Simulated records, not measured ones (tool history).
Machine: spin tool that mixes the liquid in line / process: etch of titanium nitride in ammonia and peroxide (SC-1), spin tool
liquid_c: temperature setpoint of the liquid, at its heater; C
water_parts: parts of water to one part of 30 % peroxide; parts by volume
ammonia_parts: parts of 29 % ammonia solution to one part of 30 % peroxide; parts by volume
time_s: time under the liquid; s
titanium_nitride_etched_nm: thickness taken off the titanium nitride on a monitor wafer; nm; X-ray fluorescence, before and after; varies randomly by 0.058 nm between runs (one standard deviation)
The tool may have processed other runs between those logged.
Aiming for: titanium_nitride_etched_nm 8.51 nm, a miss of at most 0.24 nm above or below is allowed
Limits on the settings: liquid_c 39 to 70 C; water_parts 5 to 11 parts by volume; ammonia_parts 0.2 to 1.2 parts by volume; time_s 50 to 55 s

run	hour	liquid_c	water_parts	ammonia_parts	time_s	titanium_nitride_etched_nm
1	0	55	6	0.85	50	11.289
2	5.1	58	6	0.85	50	13.687
3	11	58	6	1.1	50	14.1
4	20	55.5	6	1.1	50	11.98
5	25.4	55.5	5	1.1	50	13.015
6	33.5	55.5	7	1.1	50	11.286
7	40.2	54	7	1.1	50	10.049
8	48.6	53	7	1.1	50	9.5161
9	51.3	52.5	7	1.1	50	9.2746
10	52.1	52	7	1.1	50	8.8233

Below are 5 possible settings for the next run. Only one of them brings all results inside the allowed miss of their targets. Which is it?
A	52.9	55	11	1.2	55	?
B	52.9	50.5	5	1.2	50	?
C	52.9	54.5	8	0.7	50	?
D	52.9	51.5	7	1.1	50	?
E	52.9	53	8	1.2	50	?

move	titanium_nitride_etched_nm
A	9.6992
B	9.3519
C	9.2104
D	8.5517
E	8.9978
A: moves away from the targets compared with the last run
B: moves away from the targets compared with the last run
C: moves away from the targets compared with the last run
D: hits every target within its allowed miss
E: moves away from the targets compared with the last run
D is the move that brings every result within its allowed miss.
